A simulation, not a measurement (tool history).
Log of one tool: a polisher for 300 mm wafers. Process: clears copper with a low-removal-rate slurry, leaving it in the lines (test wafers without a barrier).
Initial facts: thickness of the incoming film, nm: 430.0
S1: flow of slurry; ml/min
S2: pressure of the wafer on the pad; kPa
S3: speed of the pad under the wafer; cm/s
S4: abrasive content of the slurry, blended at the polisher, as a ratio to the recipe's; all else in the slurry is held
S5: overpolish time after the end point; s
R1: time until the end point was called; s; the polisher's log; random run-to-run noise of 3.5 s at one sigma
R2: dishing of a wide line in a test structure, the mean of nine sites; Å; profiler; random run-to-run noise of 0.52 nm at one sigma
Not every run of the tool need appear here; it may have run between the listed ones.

run	hour	S1	S2	S3	S4	S5	R1	R2
1	0.0	310	23.4	104	1.0	21	136.79	411.44
2	5.3	310	21.4	104	1.0	21	147.45	374.67
3	12.2	310	20.0	104	1.0	21	154.03	360.29
4	20.5	355	20.0	104	1.0	21	157.56	370.59
# hour 23.8: slurry blender recalibrated
5	23.8	355	20.0	104	1.1	21	143.84	411.55
6	29.9	355	20.0	104	1.1	25	141.08	447.14
7	37.3	345	17.9	104	1.1	24	160.04	402.32
8	43.7	335	17.2	104	1.1	23	159.85	366.84
9	47.6	320	16.5	102	1.1	24	173.45	378.02

What will run 10 give?
10	51.7	320	16.5	102	1.1	23	?	?

Run 10 measured R1 172.24 s, R2 373.18 Å.
